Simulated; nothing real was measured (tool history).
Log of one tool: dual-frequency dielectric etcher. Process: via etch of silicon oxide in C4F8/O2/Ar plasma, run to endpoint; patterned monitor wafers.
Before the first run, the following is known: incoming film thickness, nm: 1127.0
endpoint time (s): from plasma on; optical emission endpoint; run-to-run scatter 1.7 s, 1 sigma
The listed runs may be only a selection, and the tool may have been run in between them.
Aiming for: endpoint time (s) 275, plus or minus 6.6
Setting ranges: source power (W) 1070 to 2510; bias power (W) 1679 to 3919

| run | hour | source power (W) | bias power (W) | endpoint time (s) |
|---|---|---|---|---|
| 1 | 0 | 1790 | 2799 | 223.6 |
| 2 | 0.8 | 2070 | 2799 | 204.74 |
| 3 | 2.3 | 2070 | 3125 | 201.51 |
| 4 | 5.8 | 1930 | 3047 | 209.97 |
| 5 | 6.6 | 2120 | 3047 | 199.55 |
| 6 | 13.6 | 2300 | 3047 | 190.61 |
|  | 20.5 | bias power generator calibrated |
| 7 | 20.5 | 2130 | 2939 | 200 |
| 8 | 22.8 | 1980 | 2865 | 211.17 |
| 9 | 29.7 | 1860 | 2811 | 215.84 |
| 10 | 31.5 | 1500 | 2251 | 262.2 |
| 11 | 34.1 | 1480 | 2244 | 263.33 |
| 12 | 41.8 | 1460 | 2238 | 267.16 |

Of the 4 settings listed for the next run, only one would bring every result within its allowed miss of target. Which one?
| A | 49.5 | 1340 | 1899 | ? |
| B | 49.5 | 1480 | 2199 | ? |
| C | 49.5 | 1410 | 2184 | ? |
| D | 49.5 | 1380 | 1871 | ? |

| move | endpoint time (s) |
|---|---|
| A | 292.13 |
| B | 265 |
| C | 273.91 |
| D | 287.21 |
A: takes the result that was furthest off past its target
B: lands further from the targets than the last run did
C: in spec on every target
D: takes the result that was furthest off past its target
Go with C: it meets all targets.
